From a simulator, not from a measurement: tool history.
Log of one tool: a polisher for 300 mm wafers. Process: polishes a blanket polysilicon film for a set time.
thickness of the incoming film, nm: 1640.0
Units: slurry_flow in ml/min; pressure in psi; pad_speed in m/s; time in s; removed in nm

run 1 day=0.000 | slurry_flow=260 pressure=2.8 pad_speed=1.06 time=83 | removed=786.94
run 2 day=0.125 | slurry_flow=260 pressure=3.1 pad_speed=1.08 time=83 | removed=907.61
run 3 day=0.408 | slurry_flow=260 pressure=3.3 pad_speed=1.08 time=83 | removed=954.21
run 4 day=0.462 | slurry_flow=260 pressure=3.8 pad_speed=1.08 time=83 | removed=1077.90
run 5 day=0.671 | slurry_flow=205 pressure=3.8 pad_speed=1.08 time=83 | removed=1051.40
run 6 day=0.929 | slurry_flow=205 pressure=3.9 pad_speed=1.10 time=83 | removed=1088.80
run 7 day=1.150 | slurry_flow=210 pressure=4.0 pad_speed=1.12 time=83 | removed=1172.00
run 8 day=1.279 | slurry_flow=210 pressure=4.1 pad_speed=1.12 time=83 | removed=1172.90

Forecast run 9:
run 9 day=1.338 | slurry_flow=210 pressure=4.2 pad_speed=1.14 time=83 | removed=?

{"run 9": {"removed": 1190.3}}

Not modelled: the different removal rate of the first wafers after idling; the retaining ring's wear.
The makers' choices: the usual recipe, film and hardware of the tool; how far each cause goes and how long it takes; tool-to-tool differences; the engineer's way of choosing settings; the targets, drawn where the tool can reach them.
